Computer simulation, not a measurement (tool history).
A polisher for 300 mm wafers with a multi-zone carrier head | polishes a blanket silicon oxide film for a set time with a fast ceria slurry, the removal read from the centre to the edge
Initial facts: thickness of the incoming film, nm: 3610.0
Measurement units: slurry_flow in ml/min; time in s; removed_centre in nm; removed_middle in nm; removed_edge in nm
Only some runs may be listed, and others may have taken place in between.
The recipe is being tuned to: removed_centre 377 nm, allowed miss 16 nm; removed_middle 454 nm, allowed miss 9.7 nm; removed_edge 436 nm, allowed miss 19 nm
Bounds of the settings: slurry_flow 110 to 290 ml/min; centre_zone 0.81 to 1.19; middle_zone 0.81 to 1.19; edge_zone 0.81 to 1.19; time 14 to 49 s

Run 1, hour 0: slurry_flow 185 ml/min, centre_zone 1, middle_zone 1, edge_zone 1, time 31 s. Result: removed_centre 283.99 nm, removed_middle 294.46 nm, removed_edge 299.89 nm.
Run 2, hour 8: slurry_flow 200 ml/min, centre_zone 0.99, middle_zone 1.05, edge_zone 1.05, time 34 s. Result: removed_centre 313.15 nm, removed_middle 343.06 nm, removed_edge 338.21 nm.
Run 3, hour 14.1: slurry_flow 200 ml/min, centre_zone 0.99, middle_zone 1.05, edge_zone 1.05, time 30 s. Result: removed_centre 278.32 nm, removed_middle 302.93 nm, removed_edge 285.82 nm.
Run 4, hour 17.5: slurry_flow 195 ml/min, centre_zone 0.98, middle_zone 1.07, edge_zone 1.05, time 34 s. Result: removed_centre 311.28 nm, removed_middle 348.99 nm, removed_edge 328.1 nm.
At hour 26.4: worn pad replaced by a new one.
Run 5, hour 26.4: slurry_flow 205 ml/min, centre_zone 0.96, middle_zone 1.08, edge_zone 1.08, time 36 s. Result: removed_centre 341.04 nm, removed_middle 398.37 nm, removed_edge 376.14 nm.
Run 6, hour 30.6: slurry_flow 205 ml/min, centre_zone 0.96, middle_zone 1.08, edge_zone 1.08, time 30 s. Result: removed_centre 283.07 nm, removed_middle 331.8 nm, removed_edge 312.22 nm.
Run 7, hour 31.7: slurry_flow 205 ml/min, centre_zone 0.96, middle_zone 1.08, edge_zone 1.08, time 30 s. Result: removed_centre 285.44 nm, removed_middle 336.72 nm, removed_edge 314.42 nm.
Run 8, hour 33.5: slurry_flow 220 ml/min, centre_zone 0.96, middle_zone 1.08, edge_zone 1.11, time 32 s. Result: removed_centre 307.93 nm, removed_middle 353.49 nm, removed_edge 344.35 nm.
Run 9, hour 36.8: slurry_flow 235 ml/min, centre_zone 0.96, middle_zone 1.1, edge_zone 1.14, time 33 s. Result: removed_centre 318.99 nm, removed_middle 376.6 nm, removed_edge 357 nm.
Run 10, hour 43.5: slurry_flow 240 ml/min, centre_zone 0.96, middle_zone 1.11, edge_zone 1.16, time 35 s. Result: removed_centre 333.74 nm, removed_middle 401.29 nm, removed_edge 394.23 nm.
Run 11, hour 47.3: slurry_flow 250 ml/min, centre_zone 0.98, middle_zone 1.13, edge_zone 1.17, time 36 s. Result: removed_centre 360.13 nm, removed_middle 422.82 nm, removed_edge 393.18 nm.

Next run, 4 choices. One meets every target within its allowed miss, the rest don't. Which?
Run A, hour 51.1: slurry_flow 240 ml/min, centre_zone 1.03, middle_zone 1.19, edge_zone 1.11, time 32 s. Result: removed_centre ?, removed_middle ?, removed_edge ?.
Run B, hour 51.1: slurry_flow 250 ml/min, centre_zone 0.95, middle_zone 1.12, edge_zone 1.19, time 39 s. Result: removed_centre ?, removed_middle ?, removed_edge ?.
Run C, hour 51.1: slurry_flow 275 ml/min, centre_zone 1.09, middle_zone 1.19, edge_zone 1.05, time 32 s. Result: removed_centre ?, removed_middle ?, removed_edge ?.
Run D, hour 51.1: slurry_flow 265 ml/min, centre_zone 1.05, middle_zone 1.17, edge_zone 1.12, time 33 s. Result: removed_centre ?, removed_middle ?, removed_edge ?.

move  removed_centre  removed_middle  removed_edge
   A          332.92          393.74        348.45
   B          375.75          457.67        441.07
   C          358.31          399.51        343.37
   D          354.28          404.48        363.96
A: misses by more than the last run did
B: all results in spec
C: misses by more than the last run did
D: misses by more than the last run did
B meets every target.
